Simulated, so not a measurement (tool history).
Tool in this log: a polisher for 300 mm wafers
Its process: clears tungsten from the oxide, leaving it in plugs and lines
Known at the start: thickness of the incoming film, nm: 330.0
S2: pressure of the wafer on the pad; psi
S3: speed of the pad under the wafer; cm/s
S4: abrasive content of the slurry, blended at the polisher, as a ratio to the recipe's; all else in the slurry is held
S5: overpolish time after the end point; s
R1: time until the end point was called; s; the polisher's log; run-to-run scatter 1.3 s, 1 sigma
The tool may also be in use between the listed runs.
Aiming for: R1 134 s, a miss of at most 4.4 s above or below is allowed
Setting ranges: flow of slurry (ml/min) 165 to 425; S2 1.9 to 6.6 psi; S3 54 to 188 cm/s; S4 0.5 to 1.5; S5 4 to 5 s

{"run": 1, "day": 0.0, "flow of slurry (ml/min)": 275, "S2": 4.2, "S3": 120, "S4": 1, "S5": 5, "R1": 76.694}
{"run": 2, "day": 0.3, "flow of slurry (ml/min)": 275, "S2": 3.8, "S3": 120, "S4": 1, "S5": 5, "R1": 85.847}
{"run": 3, "day": 0.592, "flow of slurry (ml/min)": 275, "S2": 3.5, "S3": 120, "S4": 1, "S5": 5, "R1": 92.587}
{"run": 4, "day": 0.638, "flow of slurry (ml/min)": 275, "S2": 3.5, "S3": 136, "S4": 1, "S5": 5, "R1": 81.606}
{"run": 5, "day": 0.762, "flow of slurry (ml/min)": 275, "S2": 3.2, "S3": 134, "S4": 1, "S5": 5, "R1": 90.722}
{"run": 6, "day": 1.004, "flow of slurry (ml/min)": 275, "S2": 3, "S3": 134, "S4": 1, "S5": 5, "R1": 96.47}
{"run": 7, "day": 1.179, "flow of slurry (ml/min)": 275, "S2": 2.8, "S3": 134, "S4": 1, "S5": 5, "R1": 102.23}
{"run": 8, "day": 1.325, "flow of slurry (ml/min)": 275, "S2": 2.6, "S3": 134, "S4": 1, "S5": 5, "R1": 109.31}
{"run": 9, "day": 1.688, "flow of slurry (ml/min)": 275, "S2": 2.5, "S3": 134, "S4": 1, "S5": 5, "R1": 112.88}
{"run": 10, "day": 1.796, "flow of slurry (ml/min)": 275, "S2": 2.4, "S3": 134, "S4": 1, "S5": 5, "R1": 118.22}
{"run": 11, "day": 2.133, "flow of slurry (ml/min)": 275, "S2": 2.3, "S3": 134, "S4": 1, "S5": 5, "R1": 124.39}
{"run": 12, "day": 2.4, "flow of slurry (ml/min)": 275, "S2": 2.2, "S3": 134, "S4": 1, "S5": 5, "R1": 130.21}

5 candidate next runs follow, results not yet known. Just one meets every target within its allowed miss. Identify it.
{"run": "A", "day": 2.667, "flow of slurry (ml/min)": 240, "S2": 2.6, "S3": 116, "S4": 1.15, "S5": 4, "R1": "?"}
{"run": "B", "day": 2.667, "flow of slurry (ml/min)": 240, "S2": 2.4, "S3": 132, "S4": 0.95, "S5": 5, "R1": "?"}
{"run": "C", "day": 2.667, "flow of slurry (ml/min)": 295, "S2": 2.1, "S3": 136, "S4": 0.95, "S5": 5, "R1": "?"}
{"run": "D", "day": 2.667, "flow of slurry (ml/min)": 285, "S2": 2.3, "S3": 130, "S4": 1.05, "S5": 4, "R1": "?"}
{"run": "E", "day": 2.667, "flow of slurry (ml/min)": 265, "S2": 2.5, "S3": 122, "S4": 1, "S5": 5, "R1": "?"}

move=A R1=123.44
move=B R1=124.41
move=C R1=134.05
move=D R1=125.14
move=E R1=125.76
A: moves away from the targets compared with the last run
B: moves away from the targets compared with the last run
C: in spec on every target
D: moves away from the targets compared with the last run
E: moves away from the targets compared with the last run
Go with C: it meets all targets.

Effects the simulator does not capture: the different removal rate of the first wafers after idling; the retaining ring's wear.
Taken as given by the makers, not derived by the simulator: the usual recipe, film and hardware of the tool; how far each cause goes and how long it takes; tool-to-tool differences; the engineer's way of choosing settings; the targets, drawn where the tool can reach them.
